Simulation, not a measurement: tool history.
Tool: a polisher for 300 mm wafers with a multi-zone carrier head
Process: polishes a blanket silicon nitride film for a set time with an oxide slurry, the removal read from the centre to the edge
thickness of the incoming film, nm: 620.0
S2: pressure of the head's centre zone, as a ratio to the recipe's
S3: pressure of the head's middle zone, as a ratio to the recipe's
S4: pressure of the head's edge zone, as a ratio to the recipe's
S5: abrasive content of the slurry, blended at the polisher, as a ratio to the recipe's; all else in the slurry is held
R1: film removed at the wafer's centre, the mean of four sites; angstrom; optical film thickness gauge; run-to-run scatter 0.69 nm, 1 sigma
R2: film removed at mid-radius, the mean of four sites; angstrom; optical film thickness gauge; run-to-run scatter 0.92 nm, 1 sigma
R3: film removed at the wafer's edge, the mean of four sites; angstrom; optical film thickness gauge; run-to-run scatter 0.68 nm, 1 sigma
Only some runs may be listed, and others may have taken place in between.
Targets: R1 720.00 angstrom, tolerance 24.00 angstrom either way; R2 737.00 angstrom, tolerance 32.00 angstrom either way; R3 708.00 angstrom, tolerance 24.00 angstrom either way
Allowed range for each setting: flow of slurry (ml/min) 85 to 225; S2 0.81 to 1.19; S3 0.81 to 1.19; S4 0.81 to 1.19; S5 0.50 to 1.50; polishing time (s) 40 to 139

run 1 hour=0.0 | flow_of_slurry_(ml/min)=145 S2=1.00 S3=1.00 S4=1.00 S5=1.00 polishing_time_(s)=89 | R1=767.18 R2=781.84 R3=783.46
run 2 hour=8.4 | flow_of_slurry_(ml/min)=140 S2=1.00 S3=1.00 S4=0.99 S5=1.00 polishing_time_(s)=89 | R1=769.53 R2=787.03 R3=766.22
run 3 hour=13.3 | flow_of_slurry_(ml/min)=135 S2=1.00 S3=1.00 S4=0.99 S5=1.00 polishing_time_(s)=89 | R1=755.32 R2=769.87 R3=756.87
run 4 hour=20.0 | flow_of_slurry_(ml/min)=135 S2=1.00 S3=1.00 S4=1.07 S5=1.00 polishing_time_(s)=89 | R1=766.28 R2=763.33 R3=768.19
-- hour=21.0 worn pad replaced by a new one
run 5 hour=21.0 | flow_of_slurry_(ml/min)=115 S2=1.00 S3=1.00 S4=1.07 S5=1.00 polishing_time_(s)=89 | R1=813.30 R2=828.10 R3=851.10
run 6 hour=24.0 | flow_of_slurry_(ml/min)=115 S2=1.00 S3=1.00 S4=1.11 S5=1.00 polishing_time_(s)=89 | R1=802.78 R2=816.92 R3=863.09
run 7 hour=29.0 | flow_of_slurry_(ml/min)=125 S2=1.00 S3=1.00 S4=1.10 S5=1.00 polishing_time_(s)=89 | R1=821.18 R2=830.69 R3=859.10
run 8 hour=34.1 | flow_of_slurry_(ml/min)=130 S2=1.00 S3=1.00 S4=1.08 S5=1.00 polishing_time_(s)=89 | R1=822.33 R2=852.50 R3=848.72
run 9 hour=42.7 | flow_of_slurry_(ml/min)=135 S2=1.00 S3=1.00 S4=1.06 S5=1.00 polishing_time_(s)=89 | R1=823.02 R2=851.12 R3=869.45
run 10 hour=48.2 | flow_of_slurry_(ml/min)=130 S2=1.00 S3=1.00 S4=1.05 S5=1.00 polishing_time_(s)=89 | R1=830.33 R2=847.31 R3=853.80
run 11 hour=54.7 | flow_of_slurry_(ml/min)=135 S2=1.00 S3=0.99 S4=1.03 S5=1.00 polishing_time_(s)=89 | R1=830.16 R2=825.89 R3=855.83

5 candidate next runs follow, results not yet known. Just one meets every target within its allowed miss. Identify it.
run A hour=61.2 | flow_of_slurry_(ml/min)=130 S2=1.00 S3=1.00 S4=0.96 S5=1.05 polishing_time_(s)=69 | R1=? R2=? R3=?
run B hour=61.2 | flow_of_slurry_(ml/min)=100 S2=0.94 S3=1.05 S4=0.90 S5=0.90 polishing_time_(s)=91 | R1=? R2=? R3=?
run C hour=61.2 | flow_of_slurry_(ml/min)=155 S2=1.02 S3=1.05 S4=1.01 S5=1.20 polishing_time_(s)=69 | R1=? R2=? R3=?
run D hour=61.2 | flow_of_slurry_(ml/min)=150 S2=0.96 S3=0.97 S4=1.09 S5=0.90 polishing_time_(s)=81 | R1=? R2=? R3=?
run E hour=61.2 | flow_of_slurry_(ml/min)=150 S2=1.15 S3=0.95 S4=1.07 S5=1.15 polishing_time_(s)=80 | R1=? R2=? R3=?

move=A R1=653.11 R2=663.63 R3=659.13
move=B R1=730.74 R2=823.76 R3=778.68
move=C R1=718.32 R2=738.28 R3=717.27
move=D R1=713.87 R2=737.58 R3=785.57
move=E R1=920.95 R2=780.94 R3=838.37
A: takes the result that was furthest off past its target
B: better than the last run, though not everything is in spec
C: all results in spec
D: better than the last run, though not everything is in spec
E: moves away from the targets compared with the last run
Move C is the one to make.
